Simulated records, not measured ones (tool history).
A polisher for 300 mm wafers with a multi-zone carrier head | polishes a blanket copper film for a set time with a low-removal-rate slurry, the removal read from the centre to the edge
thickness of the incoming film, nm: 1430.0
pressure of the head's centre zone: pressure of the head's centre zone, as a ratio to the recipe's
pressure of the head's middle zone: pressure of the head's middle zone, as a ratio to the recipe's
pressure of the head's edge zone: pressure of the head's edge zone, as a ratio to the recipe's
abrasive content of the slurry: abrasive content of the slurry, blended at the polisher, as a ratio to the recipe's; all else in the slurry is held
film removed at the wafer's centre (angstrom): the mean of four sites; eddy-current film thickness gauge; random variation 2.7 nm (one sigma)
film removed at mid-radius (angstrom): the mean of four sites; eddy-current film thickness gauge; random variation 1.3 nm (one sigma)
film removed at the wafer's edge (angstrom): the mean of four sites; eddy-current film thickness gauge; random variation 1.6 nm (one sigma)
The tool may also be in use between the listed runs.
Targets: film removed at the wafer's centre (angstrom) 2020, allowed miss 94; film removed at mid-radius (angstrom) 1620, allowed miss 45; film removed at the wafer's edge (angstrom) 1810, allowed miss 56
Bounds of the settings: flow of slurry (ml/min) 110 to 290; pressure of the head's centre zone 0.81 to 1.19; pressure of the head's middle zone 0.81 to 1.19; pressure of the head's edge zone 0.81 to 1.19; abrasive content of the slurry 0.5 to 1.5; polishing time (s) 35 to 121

| run | hour | flow of slurry (ml/min) | pressure of the head's centre zone | pressure of the head's middle zone | pressure of the head's edge zone | abrasive content of the slurry | polishing time (s) | film removed at the wafer's centre (angstrom) | film removed at mid-radius (angstrom) | film removed at the wafer's edge (angstrom) |
|---|---|---|---|---|---|---|---|---|---|---|
| 1 | 0 | 185 | 1 | 1 | 1 | 1 | 78 | 2441.1 | 2330.8 | 2379.5 |
| 2 | 4.2 | 185 | 0.94 | 1 | 1 | 1 | 78 | 2201.4 | 2319.8 | 2392.6 |
| 3 | 5 | 185 | 0.94 | 1.03 | 1 | 1 | 78 | 2320 | 2363.1 | 2383.4 |
| 4 | 11.1 | 180 | 0.98 | 1 | 0.99 | 0.9 | 76 | 2274.9 | 2195.4 | 2239.3 |
| 5 | 16.7 | 180 | 0.98 | 1.05 | 0.99 | 0.9 | 76 | 2234.1 | 2263.3 | 2258.4 |
| 6 | 20.5 | 175 | 0.99 | 1.02 | 0.98 | 0.85 | 75 | 2225.4 | 2168.3 | 2170.1 |
| 7 | 29.1 | 175 | 0.99 | 1.02 | 0.98 | 0.85 | 75 | 2233.2 | 2145.4 | 2177.3 |
| 8 | 31.7 | 170 | 0.99 | 0.99 | 0.96 | 0.8 | 75 | 2165.8 | 2091.8 | 2120.1 |
| 9 | 35.5 | 165 | 1 | 0.96 | 0.96 | 0.75 | 74 | 2137.6 | 1955.7 | 2052.7 |
| 10 | 40.5 | 160 | 1 | 0.94 | 0.95 | 0.7 | 74 | 2072.5 | 1899.7 | 2035.9 |
| 11 | 48.6 | 155 | 1.1 | 0.85 | 0.85 | 0.5 | 69 | 1920.7 | 1499.5 | 1619.8 |
| 12 | 53.9 | 165 | 1.1 | 0.85 | 0.87 | 0.5 | 69 | 1990 | 1512.3 | 1671 |
| 13 | 58.8 | 170 | 1.09 | 0.85 | 0.88 | 0.5 | 69 | 1965.4 | 1509.4 | 1710.2 |
| 14 | 64.4 | 215 | 1.08 | 0.9 | 0.91 | 0.55 | 69 | 2042.5 | 1679 | 1808.6 |

Which of these 4 next moves meets every target?
| A | 70 | 250 | 1.02 | 0.88 | 1 | 0.5 | 73 | ? | ? | ? |
| B | 70 | 180 | 1.07 | 0.87 | 0.92 | 0.6 | 69 | ? | ? | ? |
| C | 70 | 220 | 1.06 | 0.91 | 0.91 | 0.55 | 69 | ? | ? | ? |
| D | 70 | 200 | 0.99 | 0.91 | 0.87 | 0.55 | 72 | ? | ? | ? |

| move | film removed at the wafer's centre (angstrom) | film removed at mid-radius (angstrom) | film removed at the wafer's edge (angstrom) |
|---|---|---|---|
| A | 2031.4 | 1741.5 | 2000.1 |
| B | 2003.1 | 1628.7 | 1835.4 |
| C | 2005.7 | 1703.1 | 1825.8 |
| D | 1927.4 | 1756.3 | 1849.7 |
A: further off than the last run
B: meets every target
C: further off than the last run
D: further off than the last run
Answer: B
